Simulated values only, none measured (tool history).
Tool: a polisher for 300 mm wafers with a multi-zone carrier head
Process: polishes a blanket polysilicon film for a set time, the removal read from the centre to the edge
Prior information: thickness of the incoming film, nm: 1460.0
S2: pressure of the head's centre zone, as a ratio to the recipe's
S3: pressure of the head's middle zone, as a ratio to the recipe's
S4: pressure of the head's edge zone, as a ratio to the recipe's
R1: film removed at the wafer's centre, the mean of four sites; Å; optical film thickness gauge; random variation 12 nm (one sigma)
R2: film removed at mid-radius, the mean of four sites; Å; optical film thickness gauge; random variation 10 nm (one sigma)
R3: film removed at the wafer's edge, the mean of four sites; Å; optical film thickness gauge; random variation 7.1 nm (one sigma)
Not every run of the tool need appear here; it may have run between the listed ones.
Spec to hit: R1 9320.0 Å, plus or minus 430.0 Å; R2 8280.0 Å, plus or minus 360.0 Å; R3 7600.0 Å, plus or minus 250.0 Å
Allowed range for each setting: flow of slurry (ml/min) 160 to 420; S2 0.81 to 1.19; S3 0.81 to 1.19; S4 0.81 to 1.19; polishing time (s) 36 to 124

Run 1, hour 0.0: flow of slurry (ml/min) 270, S2 1.00, S3 1.00, S4 1.00, polishing time (s) 79. Result: R1 5862.7 Å, R2 5782.6 Å, R3 5938.7 Å.
Run 2, hour 2.2: flow of slurry (ml/min) 270, S2 1.00, S3 1.05, S4 1.00, polishing time (s) 79. Result: R1 5849.4 Å, R2 6067.8 Å, R3 5997.3 Å.
Run 3, hour 8.2: flow of slurry (ml/min) 270, S2 0.93, S3 1.05, S4 1.00, polishing time (s) 79. Result: R1 5415.9 Å, R2 6003.8 Å, R3 5880.4 Å.
Run 4, hour 13.4: flow of slurry (ml/min) 280, S2 0.97, S3 1.06, S4 0.99, polishing time (s) 81. Result: R1 5980.2 Å, R2 6253.1 Å, R3 6052.3 Å.
Run 5, hour 21.6: flow of slurry (ml/min) 290, S2 1.00, S3 1.07, S4 1.00, polishing time (s) 83. Result: R1 6227.0 Å, R2 6642.3 Å, R3 6211.1 Å.
Run 6, hour 27.8: flow of slurry (ml/min) 295, S2 1.02, S3 1.06, S4 1.00, polishing time (s) 85. Result: R1 6595.8 Å, R2 6751.6 Å, R3 6467.5 Å.
Run 7, hour 35.6: flow of slurry (ml/min) 300, S2 1.04, S3 1.06, S4 1.00, polishing time (s) 86. Result: R1 6667.7 Å, R2 6859.6 Å, R3 6400.2 Å.
Run 8, hour 38.8: flow of slurry (ml/min) 300, S2 1.06, S3 1.05, S4 1.00, polishing time (s) 88. Result: R1 6954.5 Å, R2 6862.6 Å, R3 6606.2 Å.
At hour 41.0: slurry nozzle cleaned.
Run 9, hour 41.0: flow of slurry (ml/min) 350, S2 1.16, S3 1.13, S4 0.96, polishing time (s) 101. Result: R1 9505.7 Å, R2 9128.7 Å, R3 7961.2 Å.

Below are 4 possible settings for the next run. Only one of them brings all results inside the allowed miss of their targets. Which is it?
Run A, hour 43.2: flow of slurry (ml/min) 395, S2 1.14, S3 1.18, S4 0.89, polishing time (s) 98. Result: R1 ?, R2 ?, R3 ?.
Run B, hour 43.2: flow of slurry (ml/min) 270, S2 1.14, S3 1.04, S4 1.03, polishing time (s) 103. Result: R1 ?, R2 ?, R3 ?.
Run C, hour 43.2: flow of slurry (ml/min) 375, S2 1.18, S3 1.09, S4 1.02, polishing time (s) 94. Result: R1 ?, R2 ?, R3 ?.
Run D, hour 43.2: flow of slurry (ml/min) 355, S2 1.16, S3 1.13, S4 0.94, polishing time (s) 104. Result: R1 ?, R2 ?, R3 ?.

move      R1      R2      R3
   A  9222.7  9134.8  7538.5
   B  9302.0  8339.6  8112.7
   C  9112.0  8168.5  7558.9
   D  9862.0  9269.1  8096.7
A: no better and no worse than the last run
B: the worst result of the last run now meets its target, but another is out of spec
C: meets every target
D: misses by more than the last run did
Correct choice: C, which meets every target
